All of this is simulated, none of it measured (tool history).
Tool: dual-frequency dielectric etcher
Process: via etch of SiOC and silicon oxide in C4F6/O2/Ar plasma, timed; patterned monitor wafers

run  hour  source power (kW)  bias power (kW)  etch time (s)  mean etch depth across the wafer (angstrom)
  1     0               0.39            0.191          116.5                                       1399.3
  2   8.6               0.35            0.189          116.5                                       1329.7
  3  16.2               0.32            0.188          116.5                                       1280.5
  4    20                0.3            0.187          116.5                                       1258.2
  5  28.3               0.33            0.187          116.5                                       1298.5
  6  32.7               0.37            0.187          116.5                                       1350.8
  7  41.4               0.34            0.186          116.5                                       1321.8
  8  49.2               0.31            0.184          116.5                                       1266.9

Run 9, settings as shown, results not yet in. Your forecast:
  9    55               0.26            0.182          116.5                                            ?

Run 9 yielded mean etch depth across the wafer (angstrom) 1177.7.

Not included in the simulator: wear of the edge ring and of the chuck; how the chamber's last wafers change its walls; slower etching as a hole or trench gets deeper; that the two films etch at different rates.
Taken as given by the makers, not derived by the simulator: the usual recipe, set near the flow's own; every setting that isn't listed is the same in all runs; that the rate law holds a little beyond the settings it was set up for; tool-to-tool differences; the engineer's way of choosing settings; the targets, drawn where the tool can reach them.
